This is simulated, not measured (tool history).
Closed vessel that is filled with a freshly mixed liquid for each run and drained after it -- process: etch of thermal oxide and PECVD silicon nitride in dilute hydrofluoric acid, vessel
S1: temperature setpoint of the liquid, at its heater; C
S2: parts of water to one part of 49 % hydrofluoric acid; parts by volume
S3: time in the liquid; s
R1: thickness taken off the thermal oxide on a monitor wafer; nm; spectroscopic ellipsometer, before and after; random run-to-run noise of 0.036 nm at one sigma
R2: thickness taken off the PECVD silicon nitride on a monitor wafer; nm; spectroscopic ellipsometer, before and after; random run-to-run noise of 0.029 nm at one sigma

{"run": 1, "hour": 0.0, "S1": 24, "S2": 40, "S3": 135, "R1": 17.724, "R2": 14.956}
{"run": 2, "hour": 8.1, "S1": 23.5, "S2": 45, "S3": 120, "R1": 13.756, "R2": 11.199}
{"run": 3, "hour": 13.4, "S1": 23.5, "S2": 45, "S3": 70, "R1": 7.9348, "R2": 6.5894}
{"run": 4, "hour": 14.7, "S1": 23.5, "S2": 45, "S3": 125, "R1": 14.448, "R2": 11.918}
{"run": 5, "hour": 21.4, "S1": 23.5, "S2": 55, "S3": 125, "R1": 11.669, "R2": 9.7524}
{"run": 6, "hour": 29.7, "S1": 23.5, "S2": 60, "S3": 110, "R1": 9.1978, "R2": 7.9083}
{"run": 7, "hour": 32.9, "S1": 23, "S2": 60, "S3": 100, "R1": 8.227, "R2": 6.88}

Expected results for the next run?
{"run": 8, "hour": 38.9, "S1": 23, "S2": 60, "S3": 90, "R1": "?", "R2": "?"}

R1: 7.2496 nm
R2: 6.2029 nm

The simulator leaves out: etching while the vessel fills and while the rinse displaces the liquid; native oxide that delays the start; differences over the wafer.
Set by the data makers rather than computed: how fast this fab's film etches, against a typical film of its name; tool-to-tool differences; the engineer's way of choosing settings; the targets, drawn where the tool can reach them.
